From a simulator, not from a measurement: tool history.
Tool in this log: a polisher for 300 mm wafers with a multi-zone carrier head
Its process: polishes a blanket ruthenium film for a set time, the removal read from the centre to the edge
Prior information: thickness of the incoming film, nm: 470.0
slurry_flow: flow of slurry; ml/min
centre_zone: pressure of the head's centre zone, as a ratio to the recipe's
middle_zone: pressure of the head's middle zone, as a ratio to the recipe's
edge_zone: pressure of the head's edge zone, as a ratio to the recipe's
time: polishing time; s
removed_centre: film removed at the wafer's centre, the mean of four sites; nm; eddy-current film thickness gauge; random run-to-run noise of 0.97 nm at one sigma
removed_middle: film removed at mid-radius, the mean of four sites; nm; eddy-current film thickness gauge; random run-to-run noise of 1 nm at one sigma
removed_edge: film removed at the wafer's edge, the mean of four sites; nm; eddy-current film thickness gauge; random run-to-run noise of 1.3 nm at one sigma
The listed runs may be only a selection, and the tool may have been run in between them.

{"run": 1, "hour": 0.0, "slurry_flow": 165, "centre_zone": 1.0, "middle_zone": 1.0, "edge_zone": 1.0, "time": 86, "removed_centre": 138.18, "removed_middle": 142.31, "removed_edge": 142.4}
{"run": 2, "hour": 3.1, "slurry_flow": 165, "centre_zone": 1.04, "middle_zone": 1.0, "edge_zone": 1.0, "time": 86, "removed_centre": 144.9, "removed_middle": 141.92, "removed_edge": 143.22}
{"run": 3, "hour": 10.1, "slurry_flow": 165, "centre_zone": 1.04, "middle_zone": 1.0, "edge_zone": 1.0, "time": 107, "removed_centre": 179.63, "removed_middle": 176.34, "removed_edge": 178.12}
{"run": 4, "hour": 13.0, "slurry_flow": 165, "centre_zone": 1.04, "middle_zone": 0.94, "edge_zone": 1.0, "time": 107, "removed_centre": 179.57, "removed_middle": 168.48, "removed_edge": 176.36}
{"run": 5, "hour": 17.6, "slurry_flow": 165, "centre_zone": 1.04, "middle_zone": 1.02, "edge_zone": 1.0, "time": 107, "removed_centre": 177.79, "removed_middle": 178.25, "removed_edge": 177.17}
{"run": 6, "hour": 18.9, "slurry_flow": 165, "centre_zone": 1.04, "middle_zone": 1.02, "edge_zone": 1.0, "time": 121, "removed_centre": 203.93, "removed_middle": 204.92, "removed_edge": 199.91}
{"run": 7, "hour": 22.3, "slurry_flow": 150, "centre_zone": 1.02, "middle_zone": 0.97, "edge_zone": 0.98, "time": 108, "removed_centre": 176.12, "removed_middle": 171.7, "removed_edge": 175.43}
{"run": 8, "hour": 29.7, "slurry_flow": 140, "centre_zone": 1.0, "middle_zone": 0.93, "edge_zone": 0.96, "time": 99, "removed_centre": 156.01, "removed_middle": 151.05, "removed_edge": 156.75}
{"run": 9, "hour": 32.7, "slurry_flow": 130, "centre_zone": 0.99, "middle_zone": 0.9, "edge_zone": 0.95, "time": 93, "removed_centre": 142.14, "removed_middle": 135.02, "removed_edge": 148.93}
{"run": 10, "hour": 41.3, "slurry_flow": 130, "centre_zone": 0.98, "middle_zone": 0.88, "edge_zone": 0.92, "time": 89, "removed_centre": 133.07, "removed_middle": 129.27, "removed_edge": 138.59}
{"run": 11, "hour": 48.2, "slurry_flow": 125, "centre_zone": 0.98, "middle_zone": 0.86, "edge_zone": 0.91, "time": 87, "removed_centre": 131.39, "removed_middle": 120.74, "removed_edge": 134.78}
{"run": 12, "hour": 54.7, "slurry_flow": 125, "centre_zone": 0.98, "middle_zone": 0.86, "edge_zone": 0.91, "time": 87, "removed_centre": 132.02, "removed_middle": 121.92, "removed_edge": 133.61}
{"run": 13, "hour": 56.7, "slurry_flow": 120, "centre_zone": 0.97, "middle_zone": 0.85, "edge_zone": 0.9, "time": 86, "removed_centre": 126.83, "removed_middle": 117.01, "removed_edge": 131.08}
{"run": 14, "hour": 61.8, "slurry_flow": 120, "centre_zone": 0.97, "middle_zone": 0.85, "edge_zone": 0.9, "time": 86, "removed_centre": 125.0, "removed_middle": 115.77, "removed_edge": 133.32}

Run 15 has not been measured yet. What should we expect?
{"run": 15, "hour": 65.7, "slurry_flow": 120, "centre_zone": 0.97, "middle_zone": 0.85, "edge_zone": 0.88, "time": 85, "removed_centre": "?", "removed_middle": "?", "removed_edge": "?"}

{"run 15": {"removed_centre": 126.44, "removed_middle": 117.43, "removed_edge": 132.52}}
